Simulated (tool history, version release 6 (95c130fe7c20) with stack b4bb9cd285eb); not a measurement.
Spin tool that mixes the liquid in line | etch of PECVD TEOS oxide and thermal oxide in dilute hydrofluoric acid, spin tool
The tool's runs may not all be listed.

run,day,temperature setpoint of the liquid (°C),parts of water to one part of 49 % hydrofluoric acid (parts by volume),time under the liquid (s),thickness taken off the PECVD TEOS oxide on a monitor wafer (nm),thickness taken off the thermal oxide on a monitor wafer (nm)
1,0,25,100,65,13.465,3.5356
2,0.304,23,120,65,10.134,2.6466
3,0.396,21.5,135,65,8.3603,2.2087
4,0.621,18.5,135,65,7.3975,1.9281
5,0.796,18,145,60,6.1871,1.6009
6,1,17,145,60,5.9431,1.5698
7,1.088,17,155,60,5.4937,1.4405
8,1.346,17,160,55,4.8868,1.2717

Run 9 comes next. What will it give?
9,1.467,17,165,55,?,?

thickness taken off the PECVD TEOS oxide on a monitor wafer (nm): 4.7077
thickness taken off the thermal oxide on a monitor wafer (nm): 1.2377
